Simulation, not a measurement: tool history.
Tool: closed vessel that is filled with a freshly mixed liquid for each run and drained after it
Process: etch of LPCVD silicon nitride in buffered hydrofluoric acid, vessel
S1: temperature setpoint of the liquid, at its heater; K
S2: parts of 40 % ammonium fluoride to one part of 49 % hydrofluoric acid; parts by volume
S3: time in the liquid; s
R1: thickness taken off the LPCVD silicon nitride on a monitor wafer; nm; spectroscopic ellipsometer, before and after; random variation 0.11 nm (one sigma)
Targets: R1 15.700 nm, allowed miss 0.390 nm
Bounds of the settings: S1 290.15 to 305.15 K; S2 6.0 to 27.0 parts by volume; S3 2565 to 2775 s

Run 1, hour 0.0: S1 297.15 K, S2 16.5 parts by volume, S3 2565 s. Result: R1 19.397 nm.
Run 2, hour 9.0: S1 296.65 K, S2 16.5 parts by volume, S3 2565 s. Result: R1 18.832 nm.
Run 3, hour 12.7: S1 296.65 K, S2 16.5 parts by volume, S3 2565 s. Result: R1 18.837 nm.
Run 4, hour 15.8: S1 296.65 K, S2 16.5 parts by volume, S3 2565 s. Result: R1 18.802 nm.
Run 5, hour 17.0: S1 294.15 K, S2 16.5 parts by volume, S3 2565 s. Result: R1 16.427 nm.
Run 6, hour 21.2: S1 294.15 K, S2 21.0 parts by volume, S3 2565 s. Result: R1 13.472 nm.
Run 7, hour 30.1: S1 294.65 K, S2 21.0 parts by volume, S3 2565 s. Result: R1 13.902 nm.
At hour 34.5: hydrofluoric acid flow meter replaced.
Run 8, hour 34.5: S1 295.15 K, S2 21.0 parts by volume, S3 2565 s. Result: R1 15.115 nm.

Which of these 4 next moves meets every target?
Run A, hour 38.9: S1 294.15 K, S2 21.0 parts by volume, S3 2655 s. Result: R1 ?.
Run B, hour 38.9: S1 295.65 K, S2 22.0 parts by volume, S3 2565 s. Result: R1 ?.
Run C, hour 38.9: S1 294.65 K, S2 20.5 parts by volume, S3 2705 s. Result: R1 ?.
Run D, hour 38.9: S1 293.65 K, S2 21.0 parts by volume, S3 2660 s. Result: R1 ?.

move      R1
   A  14.580
   B  14.827
   C  15.530
   D  14.204
A: further off than the last run
B: further off than the last run
C: meets every target
D: further off than the last run
Move C is the one to make.

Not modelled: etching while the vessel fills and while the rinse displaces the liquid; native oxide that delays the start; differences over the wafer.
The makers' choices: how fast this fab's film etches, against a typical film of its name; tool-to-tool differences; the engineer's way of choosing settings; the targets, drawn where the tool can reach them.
